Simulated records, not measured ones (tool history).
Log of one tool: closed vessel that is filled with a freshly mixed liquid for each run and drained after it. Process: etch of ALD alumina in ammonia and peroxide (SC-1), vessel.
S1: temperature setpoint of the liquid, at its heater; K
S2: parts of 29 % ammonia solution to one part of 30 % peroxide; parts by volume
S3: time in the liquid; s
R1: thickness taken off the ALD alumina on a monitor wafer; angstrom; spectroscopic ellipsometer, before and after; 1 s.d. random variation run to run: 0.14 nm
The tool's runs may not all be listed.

run,hour,S1,S2,S3,R1
1,0.0,331.15,0.75,170,133.87
2,1.5,334.15,0.75,170,156.25
3,7.9,334.15,0.75,185,169.50
4,12.1,340.65,0.75,185,235.82
5,14.0,343.15,0.75,185,268.30
6,20.3,343.15,0.75,170,242.71
7,25.9,342.65,0.75,170,240.90

Run 8 comes next. What will it give?
8,34.8,342.15,0.75,170,?

Run 8 measured R1 234.75 angstrom.

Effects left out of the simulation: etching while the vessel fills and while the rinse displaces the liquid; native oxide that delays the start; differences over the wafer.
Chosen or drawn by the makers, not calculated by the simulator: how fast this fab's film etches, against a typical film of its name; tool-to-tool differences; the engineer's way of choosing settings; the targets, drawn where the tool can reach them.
